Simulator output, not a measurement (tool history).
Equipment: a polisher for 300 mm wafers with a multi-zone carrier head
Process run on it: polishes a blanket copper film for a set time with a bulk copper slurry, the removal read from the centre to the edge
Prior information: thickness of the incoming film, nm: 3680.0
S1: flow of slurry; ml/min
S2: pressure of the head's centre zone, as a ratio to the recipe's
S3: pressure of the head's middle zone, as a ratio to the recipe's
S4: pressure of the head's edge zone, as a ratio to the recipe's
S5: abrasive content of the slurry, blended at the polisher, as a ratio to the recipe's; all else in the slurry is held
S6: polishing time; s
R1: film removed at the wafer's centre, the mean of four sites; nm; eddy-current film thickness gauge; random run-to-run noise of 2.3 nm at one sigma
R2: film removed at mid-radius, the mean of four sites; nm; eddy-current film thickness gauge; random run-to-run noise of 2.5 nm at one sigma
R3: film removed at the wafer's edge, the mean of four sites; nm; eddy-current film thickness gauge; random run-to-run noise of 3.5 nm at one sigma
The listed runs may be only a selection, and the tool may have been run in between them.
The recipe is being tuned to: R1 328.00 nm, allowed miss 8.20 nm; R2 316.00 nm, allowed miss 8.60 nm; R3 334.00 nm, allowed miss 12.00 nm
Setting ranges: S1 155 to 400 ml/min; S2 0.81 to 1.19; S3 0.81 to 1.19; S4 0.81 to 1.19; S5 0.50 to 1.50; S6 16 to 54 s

Run 1, day 0.000: S1 255 ml/min, S2 1.00, S3 1.00, S4 1.00, S5 1.00, S6 35 s. Result: R1 246.35 nm, R2 244.04 nm, R3 246.52 nm.
Run 2, day 0.262: S1 260 ml/min, S2 1.01, S3 1.01, S4 1.03, S5 1.10, S6 36 s. Result: R1 260.72 nm, R2 258.88 nm, R3 262.62 nm.
Run 3, day 0.354: S1 265 ml/min, S2 1.02, S3 1.02, S4 1.06, S5 1.15, S6 37 s. Result: R1 273.25 nm, R2 268.75 nm, R3 274.43 nm.
Run 4, day 0.667: S1 270 ml/min, S2 1.02, S3 1.02, S4 1.08, S5 1.20, S6 38 s. Result: R1 286.87 nm, R2 278.38 nm, R3 286.77 nm.
Run 5, day 0.867: S1 275 ml/min, S2 1.02, S3 1.02, S4 1.10, S5 1.25, S6 38 s. Result: R1 284.63 nm, R2 279.57 nm, R3 291.80 nm.
Run 6, day 1.204: S1 225 ml/min, S2 1.02, S3 1.02, S4 1.10, S5 1.25, S6 38 s. Result: R1 281.66 nm, R2 281.64 nm, R3 290.85 nm.
Run 7, day 1.446: S1 225 ml/min, S2 1.03, S3 1.02, S4 1.11, S5 1.30, S6 38 s. Result: R1 288.63 nm, R2 276.36 nm, R3 292.14 nm.
Run 8, day 1.754: S1 230 ml/min, S2 1.03, S3 1.03, S4 1.12, S5 1.35, S6 38 s. Result: R1 290.59 nm, R2 284.27 nm, R3 291.80 nm.
Run 9, day 1.788: S1 230 ml/min, S2 1.03, S3 1.03, S4 1.12, S5 1.35, S6 38 s. Result: R1 288.84 nm, R2 283.68 nm, R3 291.53 nm.
Run 10, day 1.996: S1 230 ml/min, S2 1.03, S3 1.03, S4 1.13, S5 1.35, S6 39 s. Result: R1 295.57 nm, R2 288.44 nm, R3 300.98 nm.

Consider the 4 candidate settings below. Which is the only one whose results all fall within their allowed miss of target?
Run A, day 2.204: S1 280 ml/min, S2 1.18, S3 1.15, S4 1.05, S5 1.50, S6 38 s. Result: R1 ?, R2 ?, R3 ?.
Run B, day 2.204: S1 250 ml/min, S2 1.01, S3 1.06, S4 1.12, S5 1.20, S6 34 s. Result: R1 ?, R2 ?, R3 ?.
Run C, day 2.204: S1 340 ml/min, S2 1.03, S3 1.02, S4 1.13, S5 1.35, S6 42 s. Result: R1 ?, R2 ?, R3 ?.
Run D, day 2.204: S1 210 ml/min, S2 1.11, S3 1.06, S4 1.07, S5 1.45, S6 42 s. Result: R1 ?, R2 ?, R3 ?.

move      R1      R2      R3
   A  344.09  319.53  297.31
   B  250.23  256.97  260.96
   C  329.83  322.55  336.25
   D  346.79  324.13  324.09
A: moves the result that the last run missed by most past its target, out the other side
B: further off than the last run
C: all results in spec
D: moves the result that the last run missed by most past its target, out the other side
Answer: C
